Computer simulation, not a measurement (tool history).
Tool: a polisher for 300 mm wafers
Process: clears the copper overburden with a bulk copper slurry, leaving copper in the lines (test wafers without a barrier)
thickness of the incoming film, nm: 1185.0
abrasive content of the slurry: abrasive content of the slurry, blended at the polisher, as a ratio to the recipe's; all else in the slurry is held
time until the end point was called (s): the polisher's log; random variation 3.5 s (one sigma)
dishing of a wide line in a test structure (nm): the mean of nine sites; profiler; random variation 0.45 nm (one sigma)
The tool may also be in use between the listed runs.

run,hour,flow of slurry (ml/min),pressure of the wafer on the pad (psi),speed of the pad under the wafer (m/s),abrasive content of the slurry,overpolish time after the end point (s),time until the end point was called (s),dishing of a wide line in a test structure (nm)
1,0,295,2.4,1,1,14,178.26,64.885
2,6.3,295,2,1,1,14,204.44,59.294
3,7.9,355,2,1,1,14,191.18,57.973
4,14.9,355,2,1,1.1,14,196.27,60.641
5,21.6,320,2,1,1.1,14,197.12,61.552
# hour 23: worn pad replaced by a new one
6,23,320,2,1,1.1,9,176.72,45.796
7,31.5,360,1.8,1.02,0.95,8,191.12,38.929

The next listed run, before its measurement:
8,37.8,445,1.2,1.3,0.7,4,?,?

time until the end point was called (s): 209.02
dishing of a wide line in a test structure (nm): 19.687
